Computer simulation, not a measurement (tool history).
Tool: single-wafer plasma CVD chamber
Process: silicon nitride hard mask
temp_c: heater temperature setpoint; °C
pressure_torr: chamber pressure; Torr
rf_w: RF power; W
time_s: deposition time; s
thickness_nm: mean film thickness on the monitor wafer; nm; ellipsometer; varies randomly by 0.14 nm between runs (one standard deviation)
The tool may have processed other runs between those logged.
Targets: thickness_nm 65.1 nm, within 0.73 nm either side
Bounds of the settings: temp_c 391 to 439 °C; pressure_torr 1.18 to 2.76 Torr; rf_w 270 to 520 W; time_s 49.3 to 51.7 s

run	hour	temp_c	pressure_torr	rf_w	time_s	thickness_nm
1	0	415	1.97	395	51.7	68.983
2	4.9	408	1.97	395	51.7	68.917
3	10.8	408	1.89	395	51.7	68.608
4	18.5	404	1.89	395	51.7	68.363
5	19.6	404	1.81	395	51.7	67.755
6	28	404	1.75	395	51.7	67.353
7	31.2	404	1.69	395	51.7	66.812
8	34.9	404	1.69	395	51.7	67.071
# hour 38: RF generator calibrated
9	38	404	1.64	395	51.7	68.027
10	44.6	404	1.64	390	51.7	67.223
11	50.6	404	1.6	385	51.7	67.034
12	51.4	404	1.58	380	51.7	66.118

Exactly one of the 4 candidate moves below puts every result within its allowed miss. Which one?
A	52.2	400	1.53	380	51.2	?
B	52.2	405	1.53	350	51.7	?
C	52.2	406	1.49	395	49.3	?
D	52.2	399	1.5	360	51.3	?

move	thickness_nm
A	65.157
B	63.112
C	63.376
D	63.338
A: every result within its allowed miss
B: takes the biggest miss from the last run beyond its target
C: takes the biggest miss from the last run beyond its target
D: takes the biggest miss from the last run beyond its target
Answer: A

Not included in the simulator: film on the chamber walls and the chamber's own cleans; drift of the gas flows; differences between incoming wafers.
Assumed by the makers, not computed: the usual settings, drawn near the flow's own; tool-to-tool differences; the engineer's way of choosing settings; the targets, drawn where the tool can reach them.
